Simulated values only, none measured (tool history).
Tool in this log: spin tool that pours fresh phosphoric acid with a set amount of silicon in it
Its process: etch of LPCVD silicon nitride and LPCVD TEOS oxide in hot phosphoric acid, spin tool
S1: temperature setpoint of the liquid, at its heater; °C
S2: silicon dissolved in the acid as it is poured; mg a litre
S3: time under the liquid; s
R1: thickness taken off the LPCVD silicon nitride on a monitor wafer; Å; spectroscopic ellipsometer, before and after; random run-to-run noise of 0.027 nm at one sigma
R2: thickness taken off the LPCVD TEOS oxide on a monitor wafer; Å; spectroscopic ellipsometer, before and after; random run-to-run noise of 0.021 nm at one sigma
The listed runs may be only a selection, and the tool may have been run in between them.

run 1 hour=0.0 | S1=164.0 S2=18.5 S3=100 | R1=96.425 R2=4.6161
run 2 hour=4.7 | S1=165.0 S2=18.5 S3=100 | R1=99.410 R2=4.8626
run 3 hour=11.6 | S1=165.0 S2=27.0 S3=100 | R1=98.728 R2=2.7053
run 4 hour=13.0 | S1=165.0 S2=27.0 S3=80 | R1=79.117 R2=2.6856
run 5 hour=14.4 | S1=164.0 S2=27.0 S3=80 | R1=76.035 R2=2.3916
run 6 hour=16.9 | S1=164.0 S2=17.0 S3=80 | R1=76.418 R2=3.2635
run 7 hour=20.0 | S1=163.5 S2=15.0 S3=75 | R1=70.474 R2=2.8809
run 8 hour=21.3 | S1=161.0 S2=3.0 S3=40 | R1=34.586 R2=2.1222
run 9 hour=26.0 | S1=161.5 S2=5.0 S3=40 | R1=35.300 R2=1.9903
run 10 hour=31.0 | S1=162.0 S2=6.5 S3=40 | R1=35.655 R2=2.0160
run 11 hour=37.5 | S1=163.0 S2=9.0 S3=40 | R1=37.348 R2=1.4950
run 12 hour=42.2 | S1=162.5 S2=10.0 S3=45 | R1=40.570 R2=1.8304
run 13 hour=49.9 | S1=163.0 S2=9.5 S3=45 | R1=41.252 R2=2.0154
run 14 hour=50.9 | S1=163.5 S2=10.0 S3=45 | R1=42.710 R2=2.0480
run 15 hour=59.2 | S1=163.5 S2=10.5 S3=45 | R1=42.836 R2=1.7447
run 16 hour=65.7 | S1=163.5 S2=9.5 S3=45 | R1=42.963 R2=1.6897
run 17 hour=72.0 | S1=163.5 S2=8.5 S3=45 | R1=42.614 R2=2.2151

Estimate the outcome of run 18 from the log above:
run 18 hour=79.8 | S1=163.5 S2=9.0 S3=45 | R1=? R2=?

{"run 18": {"R1": 42.406, "R2": 2.0902}}
